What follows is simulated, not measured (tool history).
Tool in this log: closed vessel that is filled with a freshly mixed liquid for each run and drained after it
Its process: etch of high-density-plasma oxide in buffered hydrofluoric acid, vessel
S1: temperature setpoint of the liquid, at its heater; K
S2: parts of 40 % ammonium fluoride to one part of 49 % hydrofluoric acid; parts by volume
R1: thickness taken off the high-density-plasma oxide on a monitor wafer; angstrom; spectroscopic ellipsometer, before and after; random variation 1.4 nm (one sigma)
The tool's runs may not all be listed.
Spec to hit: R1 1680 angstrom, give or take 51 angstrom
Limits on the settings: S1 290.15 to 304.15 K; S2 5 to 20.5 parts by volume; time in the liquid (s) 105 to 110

run 1 hour=0 | S1=296.15 S2=12.5 time_in_the_liquid_(s)=105 | R1=849.38
run 2 hour=3 | S1=298.65 S2=11.5 time_in_the_liquid_(s)=105 | R1=1047.5
run 3 hour=6.1 | S1=295.15 S2=11.5 time_in_the_liquid_(s)=105 | R1=872.69
run 4 hour=8.5 | S1=292.65 S2=11.5 time_in_the_liquid_(s)=105 | R1=760.18
run 5 hour=9.8 | S1=296.15 S2=10.5 time_in_the_liquid_(s)=105 | R1=1007.3
run 6 hour=13.2 | S1=293.15 S2=10.5 time_in_the_liquid_(s)=105 | R1=863.89
run 7 hour=17.1 | S1=296.65 S2=10 time_in_the_liquid_(s)=105 | R1=1092.7
run 8 hour=21.1 | S1=299.15 S2=10 time_in_the_liquid_(s)=105 | R1=1252.7
run 9 hour=22.7 | S1=300.65 S2=10 time_in_the_liquid_(s)=105 | R1=1364.5
run 10 hour=23.7 | S1=301.65 S2=10 time_in_the_liquid_(s)=105 | R1=1438

Next run, 4 choices. One meets every target within its allowed miss, the rest don't. Which?
run A hour=24.7 | S1=302.65 S2=8.5 time_in_the_liquid_(s)=110 | R1=?
run B hour=24.7 | S1=301.15 S2=8.5 time_in_the_liquid_(s)=110 | R1=?
run C hour=24.7 | S1=301.15 S2=12.5 time_in_the_liquid_(s)=105 | R1=?
run D hour=24.7 | S1=302.15 S2=11.5 time_in_the_liquid_(s)=110 | R1=?

move=A R1=1806
move=B R1=1668.4
move=C R1=1127.2
move=D R1=1350.8
A: pushes the last run's worst result past its target
B: every result lands within tolerance
C: the biggest miss grows against the last run
D: the biggest miss grows against the last run
Move B is the one to make.
